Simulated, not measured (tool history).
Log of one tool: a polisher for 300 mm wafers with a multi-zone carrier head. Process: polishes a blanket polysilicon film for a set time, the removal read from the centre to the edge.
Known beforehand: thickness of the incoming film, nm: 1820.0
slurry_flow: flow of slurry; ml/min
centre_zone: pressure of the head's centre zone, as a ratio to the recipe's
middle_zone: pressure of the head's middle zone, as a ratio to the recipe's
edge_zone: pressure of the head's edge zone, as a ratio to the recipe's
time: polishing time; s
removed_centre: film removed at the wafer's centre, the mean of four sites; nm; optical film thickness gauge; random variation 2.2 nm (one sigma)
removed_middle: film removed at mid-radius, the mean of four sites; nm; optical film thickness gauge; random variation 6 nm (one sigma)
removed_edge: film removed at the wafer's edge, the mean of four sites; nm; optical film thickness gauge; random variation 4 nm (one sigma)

Run 1, hour 0: slurry_flow 290 ml/min, centre_zone 1, middle_zone 1, edge_zone 1, time 71 s. Result: removed_centre 611.58 nm, removed_middle 615.98 nm, removed_edge 611.94 nm.
Run 2, hour 1.9: slurry_flow 325 ml/min, centre_zone 1, middle_zone 1, edge_zone 1, time 71 s. Result: removed_centre 623.74 nm, removed_middle 613.46 nm, removed_edge 621.91 nm.
Run 3, hour 5.1: slurry_flow 325 ml/min, centre_zone 1, middle_zone 1, edge_zone 1, time 77 s. Result: removed_centre 675.06 nm, removed_middle 686.06 nm, removed_edge 658.05 nm.
Run 4, hour 10.5: slurry_flow 315 ml/min, centre_zone 0.97, middle_zone 0.99, edge_zone 0.98, time 72 s. Result: removed_centre 606.91 nm, removed_middle 628.95 nm, removed_edge 608.66 nm.
Run 5, hour 11.5: slurry_flow 305 ml/min, centre_zone 0.94, middle_zone 0.97, edge_zone 0.99, time 68 s. Result: removed_centre 553.38 nm, removed_middle 569.32 nm, removed_edge 574.56 nm.
Run 6, hour 18.9: slurry_flow 305 ml/min, centre_zone 0.94, middle_zone 0.93, edge_zone 0.99, time 68 s. Result: removed_centre 558.84 nm, removed_middle 569.94 nm, removed_edge 584.36 nm.
Run 7, hour 21.3: slurry_flow 295 ml/min, centre_zone 0.92, middle_zone 0.93, edge_zone 1, time 65 s. Result: removed_centre 518.59 nm, removed_middle 537.22 nm, removed_edge 562.27 nm.
Run 8, hour 28.8: slurry_flow 285 ml/min, centre_zone 0.9, middle_zone 0.92, edge_zone 1, time 62 s. Result: removed_centre 478.25 nm, removed_middle 499.22 nm, removed_edge 539.98 nm.
Run 9, hour 33.4: slurry_flow 275 ml/min, centre_zone 0.88, middle_zone 0.92, edge_zone 0.99, time 60 s. Result: removed_centre 450.94 nm, removed_middle 478.95 nm, removed_edge 516.23 nm.

Predict the results of run 10:
Run 10, hour 39.8: slurry_flow 265 ml/min, centre_zone 0.87, middle_zone 0.92, edge_zone 0.98, time 59 s. Result: removed_centre ?, removed_middle ?, removed_edge ?.

removed_centre: 436.98 nm
removed_middle: 478.97 nm
removed_edge: 494.43 nm
